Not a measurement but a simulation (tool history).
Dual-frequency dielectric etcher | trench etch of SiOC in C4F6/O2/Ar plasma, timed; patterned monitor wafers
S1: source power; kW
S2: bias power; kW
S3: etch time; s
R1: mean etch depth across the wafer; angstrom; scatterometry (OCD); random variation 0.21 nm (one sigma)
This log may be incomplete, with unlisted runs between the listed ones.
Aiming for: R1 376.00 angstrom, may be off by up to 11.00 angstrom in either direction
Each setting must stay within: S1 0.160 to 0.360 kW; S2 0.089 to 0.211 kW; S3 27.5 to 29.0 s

run 1 hour=0.0 | S1=0.260 S2=0.150 S3=27.5 | R1=436.03
run 2 hour=2.8 | S1=0.260 S2=0.150 S3=27.5 | R1=440.12
run 3 hour=8.5 | S1=0.250 S2=0.147 S3=27.5 | R1=429.16
run 4 hour=16.9 | S1=0.240 S2=0.144 S3=27.5 | R1=419.93
run 5 hour=17.6 | S1=0.240 S2=0.135 S3=27.5 | R1=407.07
run 6 hour=18.4 | S1=0.240 S2=0.134 S3=27.5 | R1=405.95
run 7 hour=21.6 | S1=0.240 S2=0.133 S3=27.5 | R1=407.41
-- hour=28.6 source power generator calibrated
run 8 hour=28.6 | S1=0.240 S2=0.132 S3=27.5 | R1=399.72
run 9 hour=34.3 | S1=0.240 S2=0.132 S3=27.5 | R1=399.15
run 10 hour=35.8 | S1=0.240 S2=0.131 S3=27.5 | R1=398.72
run 11 hour=42.1 | S1=0.240 S2=0.130 S3=27.5 | R1=397.96
run 12 hour=47.7 | S1=0.240 S2=0.129 S3=27.5 | R1=397.46
run 13 hour=56.3 | S1=0.210 S2=0.120 S3=27.5 | R1=364.58

Of the 5 settings listed for the next run, only one would bring every result within its allowed miss of target. Which one?
run A hour=64.9 | S1=0.260 S2=0.095 S3=28.5 | R1=?
run B hour=64.9 | S1=0.190 S2=0.121 S3=27.5 | R1=?
run C hour=64.9 | S1=0.250 S2=0.095 S3=27.5 | R1=?
run D hour=64.9 | S1=0.190 S2=0.112 S3=29.0 | R1=?
run E hour=64.9 | S1=0.180 S2=0.163 S3=29.0 | R1=?

move=A R1=376.06
move=B R1=349.52
move=C R1=356.85
move=D R1=357.38
move=E R1=406.03
A: meets every target
B: further off than the last run
C: further off than the last run
D: further off than the last run
E: carries the result that was furthest off beyond its target, to the other side
A is the move that brings every result within its allowed miss.
